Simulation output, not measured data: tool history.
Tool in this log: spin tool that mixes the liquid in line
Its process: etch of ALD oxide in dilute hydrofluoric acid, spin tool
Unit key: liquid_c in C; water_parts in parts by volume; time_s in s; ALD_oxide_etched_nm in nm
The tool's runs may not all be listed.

Run 1, day 0.000: liquid_c 23.0 C, water_parts 285 parts by volume, time_s 130 s. Result: ALD_oxide_etched_nm 7.3995 nm.
Run 2, day 0.175: liquid_c 25.0 C, water_parts 255 parts by volume, time_s 130 s. Result: ALD_oxide_etched_nm 9.1082 nm.
Run 3, day 0.550: liquid_c 25.0 C, water_parts 255 parts by volume, time_s 140 s. Result: ALD_oxide_etched_nm 9.6839 nm.
Run 4, day 0.608: liquid_c 25.0 C, water_parts 255 parts by volume, time_s 140 s. Result: ALD_oxide_etched_nm 9.6684 nm.
Run 5, day 0.917: liquid_c 26.5 C, water_parts 230 parts by volume, time_s 140 s. Result: ALD_oxide_etched_nm 11.7060 nm.
Run 6, day 0.983: liquid_c 26.5 C, water_parts 135 parts by volume, time_s 140 s. Result: ALD_oxide_etched_nm 22.5120 nm.
Run 7, day 1.146: liquid_c 24.5 C, water_parts 150 parts by volume, time_s 140 s. Result: ALD_oxide_etched_nm 18.2170 nm.
Run 8, day 1.183: liquid_c 21.0 C, water_parts 150 parts by volume, time_s 140 s. Result: ALD_oxide_etched_nm 16.2200 nm.
Run 9, day 1.221: liquid_c 20.5 C, water_parts 150 parts by volume, time_s 140 s. Result: ALD_oxide_etched_nm 15.7030 nm.
At day 1.479: thermometer replaced.
Run 10, day 1.479: liquid_c 20.0 C, water_parts 150 parts by volume, time_s 140 s. Result: ALD_oxide_etched_nm 14.2340 nm.
Run 11, day 1.771: liquid_c 20.5 C, water_parts 150 parts by volume, time_s 140 s. Result: ALD_oxide_etched_nm 14.3480 nm.

Expected results for the next run?
Run 12, day 1.962: liquid_c 22.5 C, water_parts 150 parts by volume, time_s 140 s. Result: ALD_oxide_etched_nm ?.

Run 12 came out at ALD_oxide_etched_nm 15.6890 nm.
